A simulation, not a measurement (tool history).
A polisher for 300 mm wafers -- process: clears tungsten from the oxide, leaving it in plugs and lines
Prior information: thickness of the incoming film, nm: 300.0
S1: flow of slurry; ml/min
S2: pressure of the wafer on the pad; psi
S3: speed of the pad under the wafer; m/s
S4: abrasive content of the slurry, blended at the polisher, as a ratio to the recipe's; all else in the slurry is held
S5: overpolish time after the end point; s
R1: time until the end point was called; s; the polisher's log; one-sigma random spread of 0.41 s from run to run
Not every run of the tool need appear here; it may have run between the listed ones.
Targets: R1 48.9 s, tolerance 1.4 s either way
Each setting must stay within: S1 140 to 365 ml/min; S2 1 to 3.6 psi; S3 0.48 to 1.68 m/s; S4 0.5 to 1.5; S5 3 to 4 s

run,day,S1,S2,S3,S4,S5,R1
1,0,235,2.3,1.08,1,4,102.68
2,0.188,195,2.3,1.08,1,4,104.59
3,0.267,195,2.3,1.18,1,4,97.046
4,0.55,205,2.6,1.2,1,4,85.354
5,0.617,205,2.6,1.2,1,3,84.983
6,0.854,210,2.8,1.24,1,3,77.012
7,1.221,210,3.4,1.46,1,3,55.969
8,1.529,210,3.4,1.48,1,3,55.353
9,1.817,210,3.4,1.5,1,3,53.988
10,2.054,210,3.4,1.52,1,3,52.987

Below are 5 possible settings for the next run. Only one of them brings all results inside the allowed miss of their targets. Which is it?
A,2.292,200,3.4,1.48,1.05,3,?
B,2.292,170,3.6,1.62,0.95,4,?
C,2.292,210,3.5,1.66,1.15,4,?
D,2.292,215,3.6,1.62,1.05,4,?
E,2.292,230,2.7,1.54,1.35,4,?

move,R1
A,53.978
B,49.391
C,45.45
D,46.714
E,57.903
A: the biggest miss grows against the last run
B: hits every target within its allowed miss
C: the result that was furthest off in the last run now lies on the other side of its target
D: the result that was furthest off in the last run now lies on the other side of its target
E: the biggest miss grows against the last run
The move that meets every target is B.
